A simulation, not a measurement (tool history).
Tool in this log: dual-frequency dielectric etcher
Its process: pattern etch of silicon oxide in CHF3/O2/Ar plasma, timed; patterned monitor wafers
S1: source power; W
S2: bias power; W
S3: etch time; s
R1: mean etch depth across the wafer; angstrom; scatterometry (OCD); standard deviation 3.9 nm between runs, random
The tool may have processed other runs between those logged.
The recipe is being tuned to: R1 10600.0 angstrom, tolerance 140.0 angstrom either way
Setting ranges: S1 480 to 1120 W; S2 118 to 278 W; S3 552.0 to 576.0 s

Run 1, hour 0.0: S1 800 W, S2 198 W, S3 552.0 s. Result: R1 11997.0 angstrom.
Run 2, hour 4.4: S1 800 W, S2 198 W, S3 576.0 s. Result: R1 12646.0 angstrom.
Run 3, hour 7.7: S1 730 W, S2 198 W, S3 576.0 s. Result: R1 11994.0 angstrom.
Run 4, hour 9.9: S1 730 W, S2 198 W, S3 576.0 s. Result: R1 11945.0 angstrom.
At hour 16.5: bias power generator calibrated.
Run 5, hour 16.5: S1 700 W, S2 198 W, S3 576.0 s. Result: R1 11815.0 angstrom.
Run 6, hour 18.9: S1 700 W, S2 198 W, S3 576.0 s. Result: R1 11833.0 angstrom.
Run 7, hour 24.7: S1 670 W, S2 197 W, S3 576.0 s. Result: R1 11499.0 angstrom.
Run 8, hour 30.4: S1 650 W, S2 197 W, S3 576.0 s. Result: R1 11242.0 angstrom.
Run 9, hour 33.0: S1 650 W, S2 197 W, S3 576.0 s. Result: R1 11287.0 angstrom.
Run 10, hour 34.4: S1 630 W, S2 197 W, S3 576.0 s. Result: R1 11142.0 angstrom.
Run 11, hour 36.2: S1 620 W, S2 197 W, S3 576.0 s. Result: R1 10977.0 angstrom.
Run 12, hour 37.9: S1 610 W, S2 197 W, S3 576.0 s. Result: R1 10893.0 angstrom.
Run 13, hour 45.8: S1 600 W, S2 197 W, S3 576.0 s. Result: R1 10831.0 angstrom.
Run 14, hour 48.5: S1 550 W, S2 196 W, S3 576.0 s. Result: R1 10207.0 angstrom.
Run 15, hour 49.6: S1 550 W, S2 196 W, S3 576.0 s. Result: R1 10169.0 angstrom.

Pick the move, out of 4, that brings all results within their allowed miss; only one does.
Run A, hour 50.7: S1 510 W, S2 194 W, S3 574.0 s. Result: R1 ?.
Run B, hour 50.7: S1 580 W, S2 232 W, S3 553.0 s. Result: R1 ?.
Run C, hour 50.7: S1 530 W, S2 186 W, S3 559.5 s. Result: R1 ?.
Run D, hour 50.7: S1 500 W, S2 215 W, S3 576.0 s. Result: R1 ?.

move       R1
   A   9640.1
   B  10688.0
   C   9518.3
   D   9859.4
A: its largest miss is bigger than the last run's
B: in spec on every target
C: its largest miss is bigger than the last run's
D: its largest miss is bigger than the last run's
B meets every target.
